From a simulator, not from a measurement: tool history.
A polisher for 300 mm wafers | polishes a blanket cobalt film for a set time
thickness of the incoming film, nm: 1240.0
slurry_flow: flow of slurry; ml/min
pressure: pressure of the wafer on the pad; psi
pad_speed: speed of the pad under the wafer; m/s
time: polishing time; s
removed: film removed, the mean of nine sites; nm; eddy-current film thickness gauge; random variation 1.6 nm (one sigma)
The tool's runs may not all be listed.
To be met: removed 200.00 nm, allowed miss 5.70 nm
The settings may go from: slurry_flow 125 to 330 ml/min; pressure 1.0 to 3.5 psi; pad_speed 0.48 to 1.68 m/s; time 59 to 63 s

run 1 day=0.000 | slurry_flow=210 pressure=2.2 pad_speed=1.08 time=59 | removed=384.37
run 2 day=0.329 | slurry_flow=205 pressure=2.0 pad_speed=1.06 time=59 | removed=349.03
run 3 day=0.571 | slurry_flow=205 pressure=1.8 pad_speed=1.04 time=59 | removed=303.44
run 4 day=0.771 | slurry_flow=185 pressure=1.8 pad_speed=1.04 time=59 | removed=302.11
run 5 day=1.062 | slurry_flow=185 pressure=1.8 pad_speed=0.84 time=59 | removed=246.89
run 6 day=1.396 | slurry_flow=185 pressure=1.7 pad_speed=0.84 time=59 | removed=236.57
run 7 day=1.625 | slurry_flow=185 pressure=1.6 pad_speed=0.84 time=59 | removed=220.17
run 8 day=1.904 | slurry_flow=185 pressure=1.5 pad_speed=0.84 time=59 | removed=209.75
run 9 day=2.029 | slurry_flow=170 pressure=1.4 pad_speed=0.84 time=59 | removed=193.47

5 next moves are on the table. One of them brings every result within its allowed miss. Which?
run A day=2.154 | slurry_flow=180 pressure=1.4 pad_speed=0.90 time=61 | removed=?
run B day=2.154 | slurry_flow=250 pressure=1.9 pad_speed=0.56 time=62 | removed=?
run C day=2.154 | slurry_flow=205 pressure=1.1 pad_speed=0.96 time=63 | removed=?
run D day=2.154 | slurry_flow=140 pressure=1.4 pad_speed=0.90 time=63 | removed=?
run E day=2.154 | slurry_flow=140 pressure=1.5 pad_speed=0.72 time=63 | removed=?

move=A removed=212.01
move=B removed=198.42
move=C removed=187.44
move=D removed=211.72
move=E removed=185.74
A: takes the result that was furthest off past its target
B: meets every target
C: further off than the last run
D: takes the result that was furthest off past its target
E: further off than the last run
The right move is B.
